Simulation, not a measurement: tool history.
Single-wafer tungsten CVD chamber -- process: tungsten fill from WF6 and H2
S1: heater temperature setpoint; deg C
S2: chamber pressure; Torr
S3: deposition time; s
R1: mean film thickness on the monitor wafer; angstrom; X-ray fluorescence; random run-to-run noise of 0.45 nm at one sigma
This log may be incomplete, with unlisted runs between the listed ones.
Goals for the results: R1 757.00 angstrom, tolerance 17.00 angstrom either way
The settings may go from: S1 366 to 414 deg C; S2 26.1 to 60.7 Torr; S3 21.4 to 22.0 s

run	hour	S1	S2	S3	R1
1	0.0	390	43.4	21.4	569.97
2	1.3	398	43.4	21.4	666.31
3	5.6	390	43.4	21.4	569.57
4	12.1	390	43.4	22.0	584.17
5	18.5	390	40.5	22.0	561.40
6	26.8	397	40.5	22.0	653.33
7	32.4	398	40.6	22.0	667.13
# hour 33.3: capacitance manometer re-zeroed and calibrated
8	33.3	399	40.6	22.0	710.81
9	34.3	401	40.7	22.0	739.18

Below are 5 possible settings for the next run. Only one of them brings all results inside the allowed miss of their targets. Which is it?
A	35.3	397	47.4	21.4	?
B	35.3	402	43.0	21.7	?
C	35.3	402	40.8	21.4	?
D	35.3	400	39.5	22.0	?
E	35.3	403	38.0	21.5	?

move	R1
A	716.38
B	765.33
C	734.46
D	713.52
E	725.08
A: the biggest miss grows against the last run
B: every result within its allowed miss
C: the biggest miss grows against the last run
D: the biggest miss grows against the last run
E: the biggest miss grows against the last run
B meets every target.
